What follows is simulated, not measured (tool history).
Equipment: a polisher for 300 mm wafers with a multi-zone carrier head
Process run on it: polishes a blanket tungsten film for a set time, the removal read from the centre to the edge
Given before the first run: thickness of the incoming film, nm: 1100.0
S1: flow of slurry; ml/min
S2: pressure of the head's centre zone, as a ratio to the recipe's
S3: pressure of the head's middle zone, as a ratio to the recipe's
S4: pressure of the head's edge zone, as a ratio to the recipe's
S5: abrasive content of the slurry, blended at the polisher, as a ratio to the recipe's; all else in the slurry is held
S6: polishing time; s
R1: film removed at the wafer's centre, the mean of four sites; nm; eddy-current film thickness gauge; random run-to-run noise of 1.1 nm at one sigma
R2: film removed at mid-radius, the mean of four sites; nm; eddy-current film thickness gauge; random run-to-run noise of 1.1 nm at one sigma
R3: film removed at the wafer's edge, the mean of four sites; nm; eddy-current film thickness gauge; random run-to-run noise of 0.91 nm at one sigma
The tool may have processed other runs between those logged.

{"run": 1, "day": 0.0, "S1": 305, "S2": 1, "S3": 1, "S4": 1, "S5": 1, "S6": 35, "R1": 109.01, "R2": 113.38, "R3": 109.82}
{"run": 2, "day": 0.162, "S1": 305, "S2": 1, "S3": 1, "S4": 0.96, "S5": 1, "S6": 35, "R1": 109.5, "R2": 112.64, "R3": 107.74}
{"run": 3, "day": 0.425, "S1": 310, "S2": 1, "S3": 1, "S4": 1, "S5": 1.1, "S6": 35, "R1": 113.53, "R2": 115.1, "R3": 112.05}
{"run": 4, "day": 0.692, "S1": 310, "S2": 1, "S3": 1, "S4": 1, "S5": 1.25, "S6": 35, "R1": 116.6, "R2": 118.05, "R3": 113.24}
{"run": 5, "day": 0.75, "S1": 310, "S2": 1, "S3": 1, "S4": 1, "S5": 1.25, "S6": 40, "R1": 133.46, "R2": 135.42, "R3": 129.62}
{"run": 6, "day": 0.788, "S1": 315, "S2": 0.99, "S3": 0.99, "S4": 1.02, "S5": 1.25, "S6": 40, "R1": 131.16, "R2": 131.63, "R3": 131.23}
{"run": 7, "day": 1.083, "S1": 320, "S2": 0.99, "S3": 0.99, "S4": 1.04, "S5": 1.25, "S6": 40, "R1": 131.94, "R2": 134.14, "R3": 132.66}
{"run": 8, "day": 1.383, "S1": 325, "S2": 0.99, "S3": 0.99, "S4": 1.06, "S5": 1.25, "S6": 40, "R1": 131.48, "R2": 134, "R3": 136.03}
{"run": 9, "day": 1.642, "S1": 330, "S2": 0.99, "S3": 0.99, "S4": 1.07, "S5": 1.25, "S6": 40, "R1": 131.74, "R2": 134.69, "R3": 135.3}
{"run": 10, "day": 1.817, "S1": 330, "S2": 0.99, "S3": 0.99, "S4": 1.08, "S5": 1.25, "S6": 40, "R1": 132.86, "R2": 135.05, "R3": 135.8}

Run 11 comes next. What will it give?
{"run": 11, "day": 2.179, "S1": 330, "S2": 0.99, "S3": 0.99, "S4": 1.09, "S5": 1.25, "S6": 40, "R1": "?", "R2": "?", "R3": "?"}

For run 11 the tool returned R1 130.08 nm, R2 133.94 nm, R3 134.6 nm.
